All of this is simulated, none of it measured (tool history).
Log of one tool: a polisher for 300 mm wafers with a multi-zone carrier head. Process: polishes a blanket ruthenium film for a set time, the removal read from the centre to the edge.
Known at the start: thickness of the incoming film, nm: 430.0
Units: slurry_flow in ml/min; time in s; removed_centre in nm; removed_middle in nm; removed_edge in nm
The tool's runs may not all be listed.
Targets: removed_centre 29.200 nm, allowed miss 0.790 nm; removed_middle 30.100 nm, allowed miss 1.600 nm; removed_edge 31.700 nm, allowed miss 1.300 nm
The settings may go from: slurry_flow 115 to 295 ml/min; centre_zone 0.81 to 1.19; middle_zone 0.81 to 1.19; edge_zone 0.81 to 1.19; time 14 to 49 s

| run | hour | slurry_flow | centre_zone | middle_zone | edge_zone | time | removed_centre | removed_middle | removed_edge |
|---|---|---|---|---|---|---|---|---|---|
| 1 | 0.0 | 190 | 1.00 | 1.00 | 1.00 | 31 | 53.350 | 48.822 | 49.080 |
| 2 | 8.4 | 190 | 1.00 | 1.00 | 1.04 | 31 | 53.373 | 48.727 | 50.444 |
| 3 | 10.1 | 185 | 0.98 | 0.99 | 1.03 | 29 | 49.156 | 44.072 | 46.751 |
| 4 | 17.1 | 180 | 0.96 | 1.00 | 1.02 | 28 | 45.645 | 42.514 | 43.233 |
| 5 | 22.9 | 180 | 0.93 | 1.00 | 1.02 | 28 | 44.283 | 42.575 | 43.254 |
| 6 | 24.0 | 180 | 0.93 | 0.92 | 1.02 | 28 | 43.900 | 40.857 | 44.771 |
|  | 28.4 | centre zone pressure recalibrated |
| 7 | 28.4 | 175 | 0.91 | 0.92 | 1.01 | 27 | 38.415 | 38.058 | 41.966 |
| 8 | 34.1 | 175 | 0.91 | 0.91 | 0.99 | 26 | 37.177 | 36.218 | 40.961 |
| 9 | 37.5 | 175 | 0.91 | 0.92 | 0.97 | 25 | 35.662 | 35.818 | 37.877 |
| 10 | 44.7 | 170 | 0.91 | 0.91 | 0.95 | 25 | 35.554 | 36.336 | 38.145 |

4 next moves are on the table. One of them brings every result within its allowed miss. Which?
| A | 51.9 | 170 | 1.11 | 0.98 | 0.96 | 22 | ? | ? | ? |
| B | 51.9 | 175 | 0.92 | 0.90 | 1.00 | 27 | ? | ? | ? |
| C | 51.9 | 145 | 0.89 | 0.89 | 0.91 | 22 | ? | ? | ? |
| D | 51.9 | 215 | 1.17 | 1.14 | 0.82 | 24 | ? | ? | ? |

| move | removed_centre | removed_middle | removed_edge |
|---|---|---|---|
| A | 38.067 | 33.212 | 33.451 |
| B | 38.872 | 38.757 | 41.990 |
| C | 29.403 | 30.245 | 32.000 |
| D | 45.694 | 41.725 | 35.057 |
A: further off than the last run
B: further off than the last run
C: meets every target
D: further off than the last run
The right move is C.
